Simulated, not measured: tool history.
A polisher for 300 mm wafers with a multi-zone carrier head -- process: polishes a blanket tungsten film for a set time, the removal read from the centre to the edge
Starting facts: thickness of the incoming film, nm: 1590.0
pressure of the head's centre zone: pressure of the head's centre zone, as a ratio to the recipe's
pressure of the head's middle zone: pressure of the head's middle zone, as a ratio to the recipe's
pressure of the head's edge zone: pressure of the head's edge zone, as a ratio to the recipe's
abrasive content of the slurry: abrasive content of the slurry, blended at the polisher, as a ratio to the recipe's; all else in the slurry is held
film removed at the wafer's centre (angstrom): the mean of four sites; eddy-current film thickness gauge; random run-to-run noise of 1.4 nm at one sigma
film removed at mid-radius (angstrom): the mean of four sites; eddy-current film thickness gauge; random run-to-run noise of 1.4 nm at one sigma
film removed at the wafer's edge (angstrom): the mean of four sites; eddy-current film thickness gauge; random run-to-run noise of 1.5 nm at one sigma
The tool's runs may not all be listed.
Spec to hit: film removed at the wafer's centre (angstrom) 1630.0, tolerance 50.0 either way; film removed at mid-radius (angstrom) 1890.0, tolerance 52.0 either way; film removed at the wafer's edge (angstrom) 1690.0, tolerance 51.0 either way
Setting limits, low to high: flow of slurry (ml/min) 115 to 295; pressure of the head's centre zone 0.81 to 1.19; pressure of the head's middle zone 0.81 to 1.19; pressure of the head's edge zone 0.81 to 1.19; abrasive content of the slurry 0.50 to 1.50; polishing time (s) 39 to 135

run  hour  flow of slurry (ml/min)  pressure of the head's centre zone  pressure of the head's middle zone  pressure of the head's edge zone  abrasive content of the slurry  polishing time (s)  film removed at the wafer's centre (angstrom)  film removed at mid-radius (angstrom)  film removed at the wafer's edge (angstrom)
  1   0.0                      190                                1.00                                1.00                              1.00                            1.00                  87                                         2845.6                                 2909.3                                       2782.1
  2   6.7                      185                                0.98                                1.00                              0.97                            0.90                  82                                         2552.0                                 2631.2                                       2557.0
  3  15.1                      185                                0.98                                1.00                              0.97                            1.00                  82                                         2603.6                                 2672.3                                       2573.4
  4  19.4                      220                                0.98                                1.00                              0.97                            1.00                  82                                         2728.6                                 2762.9                                       2663.6
  5  28.0                      220                                0.95                                1.00                              0.97                            1.00                  82                                         2636.9                                 2746.4                                       2652.6
  6  34.3                      220                                0.87                                1.00                              0.97                            1.00                  82                                         2388.7                                 2731.1                                       2600.9
     37.8  -- worn pad replaced by a new one
  7  37.8                      210                                0.87                                1.01                              0.94                            0.90                  78                                         2371.2                                 2711.8                                       2565.7
  8  41.4                      205                                0.89                                1.04                              0.97                            0.90                  71                                         2207.2                                 2577.2                                       2345.2
  9  49.4                      200                                0.89                                1.04                              0.96                            0.90                  66                                         2058.5                                 2331.9                                       2140.3
 10  58.4                      190                                0.88                                1.04                              0.95                            0.90                  63                                         1916.0                                 2212.2                                       2067.5
 11  61.1                      185                                0.88                                1.05                              0.94                            0.90                  60                                         1794.3                                 2133.7                                       1968.2
 12  63.0                      180                                0.90                                1.06                              0.92                            0.90                  59                                         1776.8                                 2103.3                                       1896.3
 13  65.6                      170                                0.91                                1.06                              0.90                            0.90                  59                                         1824.0                                 2098.5                                       1872.1
 14  68.4                      160                                0.90                                1.06                              0.89                            0.90                  58                                         1728.4                                 2041.4                                       1830.0
 15  74.3                      155                                0.90                                1.06                              0.88                            0.90                  58                                         1738.1                                 2027.2                                       1790.4
 16  80.8                      155                                0.90                                1.06                              0.88                            0.90                  58                                         1730.6                                 2039.5                                       1808.3
 17  84.8                      150                                0.90                                1.06                              0.87                            0.90                  58                                         1701.0                                 2007.0                                       1764.8

Below are 5 possible settings for the next run. Only one of them brings all results inside the allowed miss of their targets. Which is it?
  A  88.8                      145                                0.90                                1.05                              0.88                            0.95                  54                                              ?                                      ?                                            ?
  B  88.8                      225                                0.82                                1.06                              0.81                            0.65                  63                                              ?                                      ?                                            ?
  C  88.8                      155                                0.95                                0.99                              0.93                            0.65                  58                                              ?                                      ?                                            ?
  D  88.8                      125                                0.92                                1.15                              0.81                            0.55                  69                                              ?                                      ?                                            ?
  E  88.8                      120                                1.01                                1.12                              0.90                            0.75                  59                                              ?                                      ?                                            ?

move  film removed at the wafer's centre (angstrom)  film removed at mid-radius (angstrom)  film removed at the wafer's edge (angstrom)
   A                                         1603.0                                 1889.1                                       1677.9
   B                                         1644.0                                 2130.3                                       1777.3
   C                                         1655.2                                 1755.0                                       1677.3
   D                                         1743.2                                 2178.0                                       1735.7
   E                                         1772.9                                 1972.2                                       1691.1
A: each result inside its tolerance
B: lands further from the targets than the last run did
C: moves the result that the last run missed by most past its target, out the other side
D: lands further from the targets than the last run did
E: lands further from the targets than the last run did
The move that meets every target is A.
